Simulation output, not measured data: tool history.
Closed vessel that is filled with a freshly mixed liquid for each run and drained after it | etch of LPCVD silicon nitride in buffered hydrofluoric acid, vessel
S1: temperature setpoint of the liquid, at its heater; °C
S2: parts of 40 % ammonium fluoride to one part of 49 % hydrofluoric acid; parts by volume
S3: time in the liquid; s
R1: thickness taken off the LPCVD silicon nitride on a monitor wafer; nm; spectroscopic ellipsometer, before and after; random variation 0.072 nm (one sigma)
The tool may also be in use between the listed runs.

| run | hour | S1 | S2 | S3 | R1 |
|---|---|---|---|---|---|
| 1 | 0 | 23 | 13 | 1525 | 16.12 |
| 2 | 7.7 | 23 | 10 | 1525 | 20.484 |
| 3 | 13.9 | 21.5 | 11.5 | 1525 | 16.618 |
| 4 | 23.1 | 20 | 12.5 | 1525 | 14.161 |
| 5 | 24.2 | 20 | 12.5 | 1525 | 14.187 |
| 6 | 32 | 19 | 13 | 1525 | 12.955 |

The next listed run, before its measurement:
| 7 | 34.5 | 18.5 | 13.5 | 1525 | ? |

{"run 7": {"R1": 12.114}}
